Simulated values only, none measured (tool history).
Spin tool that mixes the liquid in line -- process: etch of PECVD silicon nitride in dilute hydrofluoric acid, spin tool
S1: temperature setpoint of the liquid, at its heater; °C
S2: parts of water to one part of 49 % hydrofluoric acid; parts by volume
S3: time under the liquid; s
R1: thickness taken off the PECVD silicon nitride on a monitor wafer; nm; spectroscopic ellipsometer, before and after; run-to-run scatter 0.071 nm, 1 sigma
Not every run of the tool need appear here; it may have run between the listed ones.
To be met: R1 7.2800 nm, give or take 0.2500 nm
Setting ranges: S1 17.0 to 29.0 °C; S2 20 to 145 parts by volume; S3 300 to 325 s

Run 1, hour 0.0: S1 21.0 °C, S2 80 parts by volume, S3 300 s. Result: R1 5.0538 nm.
Run 2, hour 8.4: S1 21.5 °C, S2 80 parts by volume, S3 300 s. Result: R1 5.2066 nm.
Run 3, hour 11.0: S1 21.5 °C, S2 80 parts by volume, S3 325 s. Result: R1 5.6412 nm.
Run 4, hour 12.4: S1 20.0 °C, S2 80 parts by volume, S3 325 s. Result: R1 5.0504 nm.
Run 5, hour 13.0: S1 20.5 °C, S2 80 parts by volume, S3 325 s. Result: R1 5.2214 nm.
Run 6, hour 21.6: S1 20.5 °C, S2 105 parts by volume, S3 325 s. Result: R1 4.0854 nm.
Run 7, hour 22.4: S1 21.5 °C, S2 105 parts by volume, S3 325 s. Result: R1 4.3395 nm.
At hour 26.9: hydrofluoric acid flow meter replaced.
Run 8, hour 26.9: S1 22.5 °C, S2 105 parts by volume, S3 325 s. Result: R1 5.2194 nm.
Run 9, hour 30.7: S1 23.0 °C, S2 105 parts by volume, S3 325 s. Result: R1 5.3044 nm.
Run 10, hour 35.8: S1 23.5 °C, S2 105 parts by volume, S3 325 s. Result: R1 5.6977 nm.
Run 11, hour 41.0: S1 27.0 °C, S2 105 parts by volume, S3 325 s. Result: R1 7.0568 nm.

Pick the move, out of 5, that brings all results within their allowed miss; only one does.
Run A, hour 46.2: S1 26.5 °C, S2 95 parts by volume, S3 300 s. Result: R1 ?.
Run B, hour 46.2: S1 29.0 °C, S2 125 parts by volume, S3 325 s. Result: R1 ?.
Run C, hour 46.2: S1 26.5 °C, S2 90 parts by volume, S3 300 s. Result: R1 ?.
Run D, hour 46.2: S1 28.5 °C, S2 105 parts by volume, S3 325 s. Result: R1 ?.
Run E, hour 46.2: S1 26.5 °C, S2 105 parts by volume, S3 325 s. Result: R1 ?.

move      R1
   A  6.8766
   B  6.6378
   C  7.2561
   D  7.6630
   E  6.7438
A: misses by more than the last run did
B: misses by more than the last run did
C: all results land within tolerance of their targets
D: the result that was furthest off in the last run now lies on the other side of its target
E: misses by more than the last run did
Answer: C
